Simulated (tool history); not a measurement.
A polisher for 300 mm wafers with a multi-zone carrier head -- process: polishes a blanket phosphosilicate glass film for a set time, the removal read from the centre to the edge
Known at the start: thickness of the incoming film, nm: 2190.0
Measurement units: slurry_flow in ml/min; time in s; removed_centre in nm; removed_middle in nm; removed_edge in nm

run,hour,slurry_flow,centre_zone,middle_zone,edge_zone,slurry_solids,time,removed_centre,removed_middle,removed_edge
1,0,125,1,1,1,1,82,410.87,414.44,411.33
2,1.8,120,0.99,0.99,0.99,0.95,80,375.51,381.47,382.01
3,5.9,115,0.98,0.98,0.97,0.9,79,361.87,359.52,372.7
4,14.8,115,0.97,0.99,0.96,0.85,77,336.87,339.32,340.62
5,20.1,115,0.95,0.99,0.95,0.8,77,315.84,330.19,327.58
6,23.6,115,0.94,0.98,0.94,0.75,77,301.76,312.78,327.43
7,28.4,105,0.95,1.05,0.87,0.5,61,180.18,191.82,175.18
8,32.7,115,0.94,1.04,0.88,0.5,61,180.06,195.97,176.71
9,34.3,120,0.94,1.03,0.91,0.5,61,182.38,197.79,184.33
10,35.6,125,0.94,1.02,0.93,0.5,61,183.25,193.71,192.84
11,37.8,125,0.94,1.02,0.94,0.55,61,198.11,214.48,206.18

The next listed run, before its measurement:
12,41.1,130,0.94,1.02,0.95,0.55,61,?,?,?

{"run 12": {"removed_centre": 200.3, "removed_middle": 215.36, "removed_edge": 210.12}}
